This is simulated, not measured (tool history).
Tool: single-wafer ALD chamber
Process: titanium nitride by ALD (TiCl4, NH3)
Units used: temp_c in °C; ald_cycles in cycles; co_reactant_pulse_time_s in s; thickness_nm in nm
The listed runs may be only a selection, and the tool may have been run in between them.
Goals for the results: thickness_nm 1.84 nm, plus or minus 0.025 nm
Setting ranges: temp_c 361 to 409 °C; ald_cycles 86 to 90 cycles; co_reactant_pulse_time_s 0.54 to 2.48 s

run  hour  temp_c  ald_cycles  co_reactant_pulse_time_s  thickness_nm
  1     0     385          90                      1.51        2.0027
  2   2.6     385          90                      1.84        2.0066
  3   9.2     382          89                      1.68        1.9793
  4  11.1     388          89                      1.68        1.9848
  5  18.5     388          89                      2.02        2.0006
  6  25.9     384          89                      1.81        1.9937
  7  30.4     381          89                      1.63        1.9751
  8  32.3     378          89                      1.48        1.9627
  9  40.3     376          89                      1.37        1.9504
 10  43.3     374          89                       1.3        1.9346
 11  51.6     373          89                      1.26        1.9319
 12  52.9     372          89                      1.22        1.9202
 13  55.5     371          89                       1.2        1.9188
 14  63.1     370          89                      1.18        1.9111
 15  71.4     369          89                      1.17        1.9017
 16  77.1     368          89                      1.17        1.8888
 17  81.5     367          89                      1.17        1.8959
 18  84.7     365          88                      1.17        1.8661

Which single option among these 5 for the next run brings every result within its allowed miss of target? Just one does.
  A  87.9     371          87                      1.32             ?
  B  87.9     367          90                      1.23             ?
  C  87.9     370          88                      1.19             ?
  D  87.9     368          89                       1.2             ?
  E  87.9     369          86                      1.19             ?

move  thickness_nm
   A        1.8931
   B        1.9338
   C        1.9005
   D        1.9142
   E        1.8531
A: misses by more than the last run did
B: misses by more than the last run did
C: misses by more than the last run did
D: misses by more than the last run did
E: all results in spec
So the answer is move E, the one that meets all the targets.
